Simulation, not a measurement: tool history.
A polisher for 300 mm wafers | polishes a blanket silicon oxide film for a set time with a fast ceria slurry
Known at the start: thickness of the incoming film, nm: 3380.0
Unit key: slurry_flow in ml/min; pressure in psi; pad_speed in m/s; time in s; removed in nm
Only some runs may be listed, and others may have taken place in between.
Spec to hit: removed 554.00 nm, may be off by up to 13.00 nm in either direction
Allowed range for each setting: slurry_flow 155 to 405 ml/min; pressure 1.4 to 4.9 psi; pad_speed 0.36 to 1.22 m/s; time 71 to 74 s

Run 1, hour 0.0: slurry_flow 260 ml/min, pressure 3.1 psi, pad_speed 0.78 m/s, time 71 s. Result: removed 785.65 nm.
Run 2, hour 7.9: slurry_flow 260 ml/min, pressure 3.0 psi, pad_speed 0.78 m/s, time 71 s. Result: removed 774.49 nm.
Run 3, hour 15.2: slurry_flow 300 ml/min, pressure 3.0 psi, pad_speed 0.78 m/s, time 71 s. Result: removed 774.03 nm.
Run 4, hour 21.8: slurry_flow 330 ml/min, pressure 3.0 psi, pad_speed 0.78 m/s, time 71 s. Result: removed 777.25 nm.
Run 5, hour 23.4: slurry_flow 330 ml/min, pressure 3.7 psi, pad_speed 0.78 m/s, time 71 s. Result: removed 946.31 nm.
Run 6, hour 30.1: slurry_flow 330 ml/min, pressure 3.7 psi, pad_speed 0.78 m/s, time 71 s. Result: removed 950.49 nm.
Run 7, hour 35.2: slurry_flow 330 ml/min, pressure 3.4 psi, pad_speed 0.78 m/s, time 71 s. Result: removed 879.88 nm.
At hour 42.8: worn pad replaced by a new one.
Run 8, hour 42.8: slurry_flow 330 ml/min, pressure 3.2 psi, pad_speed 0.78 m/s, time 71 s. Result: removed 862.29 nm.
Run 9, hour 43.5: slurry_flow 310 ml/min, pressure 3.0 psi, pad_speed 0.78 m/s, time 71 s. Result: removed 810.85 nm.
Run 10, hour 50.5: slurry_flow 310 ml/min, pressure 2.1 psi, pad_speed 0.78 m/s, time 71 s. Result: removed 577.75 nm.

Which single option among these 5 for the next run brings every result within its allowed miss of target? Just one does.
Run A, hour 57.5: slurry_flow 380 ml/min, pressure 2.5 psi, pad_speed 0.62 m/s, time 74 s. Result: removed ?.
Run B, hour 57.5: slurry_flow 295 ml/min, pressure 2.5 psi, pad_speed 0.64 m/s, time 74 s. Result: removed ?.
Run C, hour 57.5: slurry_flow 300 ml/min, pressure 2.2 psi, pad_speed 0.76 m/s, time 72 s. Result: removed ?.
Run D, hour 57.5: slurry_flow 300 ml/min, pressure 2.3 psi, pad_speed 0.74 m/s, time 71 s. Result: removed ?.
Run E, hour 57.5: slurry_flow 400 ml/min, pressure 3.1 psi, pad_speed 0.48 m/s, time 71 s. Result: removed ?.

move  removed
   A   586.46
   B   594.72
   C   599.12
   D   601.64
   E   553.34
A: the biggest miss grows against the last run
B: the biggest miss grows against the last run
C: the biggest miss grows against the last run
D: the biggest miss grows against the last run
E: in spec on every target
Go with E: it meets all targets.

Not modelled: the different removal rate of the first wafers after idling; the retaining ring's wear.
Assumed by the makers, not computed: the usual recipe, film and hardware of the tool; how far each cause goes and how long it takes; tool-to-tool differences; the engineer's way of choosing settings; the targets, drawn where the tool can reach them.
